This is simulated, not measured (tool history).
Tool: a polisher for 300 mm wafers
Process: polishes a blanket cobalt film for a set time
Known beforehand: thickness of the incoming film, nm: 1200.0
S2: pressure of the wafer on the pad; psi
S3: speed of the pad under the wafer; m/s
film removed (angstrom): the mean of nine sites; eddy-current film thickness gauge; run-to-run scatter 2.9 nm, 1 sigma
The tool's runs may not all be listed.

run 1 hour=0.0 | flow_of_slurry_(ml/min)=230 S2=2.5 S3=0.82 polishing_time_(s)=43 | film_removed_(angstrom)=2417.5
run 2 hour=8.4 | flow_of_slurry_(ml/min)=240 S2=2.9 S3=0.84 polishing_time_(s)=43 | film_removed_(angstrom)=2839.0
run 3 hour=11.1 | flow_of_slurry_(ml/min)=265 S2=2.9 S3=0.84 polishing_time_(s)=43 | film_removed_(angstrom)=2846.0
run 4 hour=16.9 | flow_of_slurry_(ml/min)=265 S2=2.6 S3=0.84 polishing_time_(s)=43 | film_removed_(angstrom)=2577.4
run 5 hour=24.3 | flow_of_slurry_(ml/min)=265 S2=2.0 S3=0.84 polishing_time_(s)=43 | film_removed_(angstrom)=1990.6
run 6 hour=28.8 | flow_of_slurry_(ml/min)=265 S2=2.5 S3=0.86 polishing_time_(s)=43 | film_removed_(angstrom)=2535.8
run 7 hour=37.3 | flow_of_slurry_(ml/min)=265 S2=2.9 S3=0.88 polishing_time_(s)=43 | film_removed_(angstrom)=3020.9

Run 8 comes next. What will it give?
run 8 hour=39.3 | flow_of_slurry_(ml/min)=265 S2=3.2 S3=0.88 polishing_time_(s)=43 | film_removed_(angstrom)=?

Run 8 came out at film removed (angstrom) 3307.2.

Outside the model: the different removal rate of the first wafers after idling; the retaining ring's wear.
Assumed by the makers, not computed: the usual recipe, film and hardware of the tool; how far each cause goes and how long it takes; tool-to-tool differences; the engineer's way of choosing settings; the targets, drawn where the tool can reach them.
